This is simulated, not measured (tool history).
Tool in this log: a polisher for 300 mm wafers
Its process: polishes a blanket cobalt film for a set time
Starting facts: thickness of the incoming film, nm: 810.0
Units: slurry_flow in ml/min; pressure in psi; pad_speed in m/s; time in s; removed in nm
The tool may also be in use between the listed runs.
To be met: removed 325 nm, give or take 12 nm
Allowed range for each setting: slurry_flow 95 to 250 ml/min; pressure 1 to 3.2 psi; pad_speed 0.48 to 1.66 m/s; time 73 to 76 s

Run 1, hour 0: slurry_flow 160 ml/min, pressure 2.1 psi, pad_speed 1.06 m/s, time 73 s. Result: removed 415.86 nm.
Run 2, hour 3.7: slurry_flow 160 ml/min, pressure 2.1 psi, pad_speed 1.24 m/s, time 73 s. Result: removed 468.4 nm.
Run 3, hour 10.7: slurry_flow 160 ml/min, pressure 2 psi, pad_speed 1.24 m/s, time 73 s. Result: removed 450.73 nm.
Run 4, hour 17.4: slurry_flow 160 ml/min, pressure 1.9 psi, pad_speed 1.24 m/s, time 73 s. Result: removed 440.43 nm.
At hour 25.1: slurry nozzle cleaned.
Run 5, hour 25.1: slurry_flow 160 ml/min, pressure 1.9 psi, pad_speed 1.46 m/s, time 73 s. Result: removed 519.49 nm.
Run 6, hour 28.7: slurry_flow 160 ml/min, pressure 1.9 psi, pad_speed 1.46 m/s, time 76 s. Result: removed 542.21 nm.
Run 7, hour 35.2: slurry_flow 160 ml/min, pressure 1.7 psi, pad_speed 1.44 m/s, time 76 s. Result: removed 495.46 nm.
Run 8, hour 36.2: slurry_flow 160 ml/min, pressure 1.6 psi, pad_speed 1.42 m/s, time 76 s. Result: removed 461.91 nm.
Run 9, hour 37.7: slurry_flow 160 ml/min, pressure 1.5 psi, pad_speed 1.4 m/s, time 76 s. Result: removed 429.38 nm.
Run 10, hour 42.4: slurry_flow 160 ml/min, pressure 1.4 psi, pad_speed 1.4 m/s, time 76 s. Result: removed 407.08 nm.
Run 11, hour 48.4: slurry_flow 160 ml/min, pressure 1.3 psi, pad_speed 1.4 m/s, time 76 s. Result: removed 383.38 nm.

Of the 5 settings listed for the next run, only one would bring every result within its allowed miss of target. Which one?
Run A, hour 54.4: slurry_flow 145 ml/min, pressure 1.4 psi, pad_speed 1.28 m/s, time 73 s. Result: removed ?.
Run B, hour 54.4: slurry_flow 145 ml/min, pressure 1.1 psi, pad_speed 1.52 m/s, time 76 s. Result: removed ?.
Run C, hour 54.4: slurry_flow 150 ml/min, pressure 1.3 psi, pad_speed 1.36 m/s, time 73 s. Result: removed ?.
Run D, hour 54.4: slurry_flow 160 ml/min, pressure 1.2 psi, pad_speed 1.38 m/s, time 75 s. Result: removed ?.
Run E, hour 54.4: slurry_flow 175 ml/min, pressure 1.3 psi, pad_speed 1.2 m/s, time 73 s. Result: removed ?.

move  removed
   A   356.84
   B   357.42
   C   356.86
   D   353.09
   E   329.56
A: moves toward the targets from the last run without getting all of them in spec
B: moves toward the targets from the last run without getting all of them in spec
C: moves toward the targets from the last run without getting all of them in spec
D: moves toward the targets from the last run without getting all of them in spec
E: in spec on every target
Move E is the one to make.
